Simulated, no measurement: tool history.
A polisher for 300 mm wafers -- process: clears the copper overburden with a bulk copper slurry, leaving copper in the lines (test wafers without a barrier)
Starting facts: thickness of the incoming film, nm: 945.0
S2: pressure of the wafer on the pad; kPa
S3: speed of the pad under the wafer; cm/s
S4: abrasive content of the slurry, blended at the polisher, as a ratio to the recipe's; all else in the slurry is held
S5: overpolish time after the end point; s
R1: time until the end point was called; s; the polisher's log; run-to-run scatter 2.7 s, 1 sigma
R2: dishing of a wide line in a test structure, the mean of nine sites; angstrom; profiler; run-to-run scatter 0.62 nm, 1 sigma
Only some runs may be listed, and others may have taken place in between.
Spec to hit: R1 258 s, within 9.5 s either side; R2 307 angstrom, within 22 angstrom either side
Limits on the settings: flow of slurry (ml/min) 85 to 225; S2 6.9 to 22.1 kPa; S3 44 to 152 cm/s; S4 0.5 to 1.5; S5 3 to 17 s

Run 1, hour 0: flow of slurry (ml/min) 145, S2 14.5 kPa, S3 98 cm/s, S4 1, S5 9 s. Result: R1 137.49 s, R2 322.44 angstrom.
Run 2, hour 2.1: flow of slurry (ml/min) 145, S2 13.8 kPa, S3 98 cm/s, S4 1, S5 10 s. Result: R1 148.17 s, R2 330.34 angstrom.
Run 3, hour 8.4: flow of slurry (ml/min) 145, S2 13.8 kPa, S3 98 cm/s, S4 1, S5 13 s. Result: R1 143.58 s, R2 411.66 angstrom.
Run 4, hour 14.9: flow of slurry (ml/min) 115, S2 13.8 kPa, S3 98 cm/s, S4 1, S5 13 s. Result: R1 149.18 s, R2 401.1 angstrom.
Run 5, hour 18.2: flow of slurry (ml/min) 115, S2 11.7 kPa, S3 98 cm/s, S4 1, S5 13 s. Result: R1 176.52 s, R2 350.54 angstrom.
At hour 26.1: worn pad replaced by a new one.
Run 6, hour 26.1: flow of slurry (ml/min) 115, S2 11.7 kPa, S3 112 cm/s, S4 1, S5 13 s. Result: R1 137.76 s, R2 407.85 angstrom.
Run 7, hour 33.1: flow of slurry (ml/min) 115, S2 11 kPa, S3 110 cm/s, S4 1, S5 13 s. Result: R1 148.79 s, R2 380.02 angstrom.
Run 8, hour 35.2: flow of slurry (ml/min) 115, S2 10.3 kPa, S3 108 cm/s, S4 1, S5 13 s. Result: R1 159.56 s, R2 364.95 angstrom.
Run 9, hour 42.2: flow of slurry (ml/min) 115, S2 9.7 kPa, S3 106 cm/s, S4 1, S5 13 s. Result: R1 177.07 s, R2 351.3 angstrom.
Run 10, hour 45.2: flow of slurry (ml/min) 115, S2 9.7 kPa, S3 106 cm/s, S4 1, S5 13 s. Result: R1 174.72 s, R2 335.19 angstrom.
Run 11, hour 50.4: flow of slurry (ml/min) 105, S2 6.9 kPa, S3 84 cm/s, S4 1, S5 16 s. Result: R1 296.52 s, R2 262.95 angstrom.
Run 12, hour 52.7: flow of slurry (ml/min) 105, S2 6.9 kPa, S3 84 cm/s, S4 1, S5 16 s. Result: R1 296.51 s, R2 271.48 angstrom.
Run 13, hour 55.9: flow of slurry (ml/min) 110, S2 6.9 kPa, S3 84 cm/s, S4 1, S5 16 s. Result: R1 297.08 s, R2 257.78 angstrom.
Run 14, hour 60.1: flow of slurry (ml/min) 110, S2 9 kPa, S3 84 cm/s, S4 1, S5 17 s. Result: R1 232.62 s, R2 333.66 angstrom.

Next run, 4 choices. One meets every target within its allowed miss, the rest don't. Which?
Run A, hour 64.3: flow of slurry (ml/min) 105, S2 10.3 kPa, S3 72 cm/s, S4 0.85, S5 17 s. Result: R1 ?, R2 ?.
Run B, hour 64.3: flow of slurry (ml/min) 95, S2 9.7 kPa, S3 68 cm/s, S4 1.1, S5 16 s. Result: R1 ?, R2 ?.
Run C, hour 64.3: flow of slurry (ml/min) 125, S2 10.3 kPa, S3 72 cm/s, S4 1, S5 12 s. Result: R1 ?, R2 ?.
Run D, hour 64.3: flow of slurry (ml/min) 120, S2 9.7 kPa, S3 60 cm/s, S4 1.1, S5 14 s. Result: R1 ?, R2 ?.

move      R1      R2
   A  236.78  335.84
   B   251.1  307.64
   C  218.98  278.56
   D  264.92  269.53
A: nearer than the last run, and not there yet
B: all results in spec
C: its largest miss is bigger than the last run's
D: brings the last run's worst result on target, with another outside its allowed miss
Go with B: it meets all targets.
